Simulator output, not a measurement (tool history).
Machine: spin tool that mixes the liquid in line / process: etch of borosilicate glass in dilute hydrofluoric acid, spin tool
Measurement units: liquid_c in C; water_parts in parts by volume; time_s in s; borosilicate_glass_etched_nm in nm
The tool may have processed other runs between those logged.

{"run": 1, "day": 0.0, "liquid_c": 23.0, "water_parts": 220, "time_s": 300, "borosilicate_glass_etched_nm": 32.215}
{"run": 2, "day": 0.171, "liquid_c": 23.0, "water_parts": 145, "time_s": 300, "borosilicate_glass_etched_nm": 53.467}
{"run": 3, "day": 0.325, "liquid_c": 23.0, "water_parts": 145, "time_s": 325, "borosilicate_glass_etched_nm": 57.543}
{"run": 4, "day": 0.379, "liquid_c": 22.0, "water_parts": 150, "time_s": 325, "borosilicate_glass_etched_nm": 52.715}
{"run": 5, "day": 0.617, "liquid_c": 18.5, "water_parts": 150, "time_s": 325, "borosilicate_glass_etched_nm": 46.212}
{"run": 6, "day": 0.896, "liquid_c": 18.5, "water_parts": 155, "time_s": 325, "borosilicate_glass_etched_nm": 44.493}
{"run": 7, "day": 1.142, "liquid_c": 18.5, "water_parts": 160, "time_s": 325, "borosilicate_glass_etched_nm": 42.966}
{"day": 1.229, "done": "hydrofluoric acid flow meter replaced"}
{"run": 8, "day": 1.229, "liquid_c": 18.5, "water_parts": 165, "time_s": 325, "borosilicate_glass_etched_nm": 39.17}

For run 9, what comes out?
{"run": 9, "day": 1.592, "liquid_c": 17.5, "water_parts": 170, "time_s": 325, "borosilicate_glass_etched_nm": "?"}

borosilicate_glass_etched_nm: 36.210 nm
